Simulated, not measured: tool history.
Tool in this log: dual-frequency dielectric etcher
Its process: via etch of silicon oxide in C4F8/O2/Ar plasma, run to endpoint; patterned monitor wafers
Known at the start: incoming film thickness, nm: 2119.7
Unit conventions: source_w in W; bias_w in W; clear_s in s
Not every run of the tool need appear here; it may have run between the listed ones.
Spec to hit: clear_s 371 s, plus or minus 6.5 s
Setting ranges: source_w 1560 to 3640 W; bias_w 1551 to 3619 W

run    day  source_w  bias_w  clear_s
  1      0      2600    2585   325.62
  2  0.242      2920    2585   314.59
  3  0.558      2920    2973   299.09
  4  0.667      2600    2973   306.17
  5  0.717      2810    2973   300.41
  6  0.925      3080    2973    292.1
  7  1.283      2810    2824   308.49
  8  1.379      2590    2712   319.99
  9  1.688      2070    2321   364.01

5 candidate next runs follow, results not yet known. Just one meets every target within its allowed miss. Identify it.
  A  1.996      1560    2770        ?
  B  1.996      1890    2138        ?
  C  1.996      2170    2442        ?
  D  1.996      2370    2346        ?
  E  1.996      1900    2135        ?

move  clear_s
   A   371.88
   B   389.85
   C   355.45
   D   351.44
   E   389.47
A: all results land within tolerance of their targets
B: the result that was furthest off in the last run now lies on the other side of its target
C: further off than the last run
D: further off than the last run
E: the result that was furthest off in the last run now lies on the other side of its target
So the answer is move A, the one that meets all the targets.
